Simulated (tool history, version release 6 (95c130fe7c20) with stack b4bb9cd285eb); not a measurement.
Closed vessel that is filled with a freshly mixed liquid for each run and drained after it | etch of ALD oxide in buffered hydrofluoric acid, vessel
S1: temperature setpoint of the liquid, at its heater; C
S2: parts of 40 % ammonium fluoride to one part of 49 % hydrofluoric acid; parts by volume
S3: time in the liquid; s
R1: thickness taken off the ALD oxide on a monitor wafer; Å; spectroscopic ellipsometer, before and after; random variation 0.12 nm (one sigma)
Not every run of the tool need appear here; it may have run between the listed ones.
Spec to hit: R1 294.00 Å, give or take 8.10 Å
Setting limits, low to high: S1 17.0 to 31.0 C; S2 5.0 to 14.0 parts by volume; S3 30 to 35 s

run  hour    S1    S2  S3      R1
  1   0.0  23.0   8.5  35  494.27
  2   8.8  24.5   8.5  35  533.69
  3  11.9  24.5   9.5  35  482.45
  4  20.8  26.0   9.5  35  526.19
  5  27.9  28.5   9.5  35  603.24
  6  34.0  28.5   9.5  35  599.03
  7  40.1  25.5  10.0  35  491.95
  8  41.0  21.5  11.5  35  346.09
  9  46.9  20.5  11.5  35  328.67
 10  49.6  20.0  11.5  35  319.31

4 candidate next runs follow, results not yet known. Just one meets every target within its allowed miss. Identify it.
  A  52.3  20.5  10.5  30   ?
  B  52.3  20.0  10.5  35   ?
  C  52.3  21.5  12.5  30   ?
  D  52.3  21.5  11.5  30   ?

move      R1
   A  304.98
   B  346.01
   C  271.95
   D  295.05
A: moves toward the targets from the last run without getting all of them in spec
B: lands further from the targets than the last run did
C: takes the biggest miss from the last run beyond its target
D: each result inside its tolerance
Answer: D
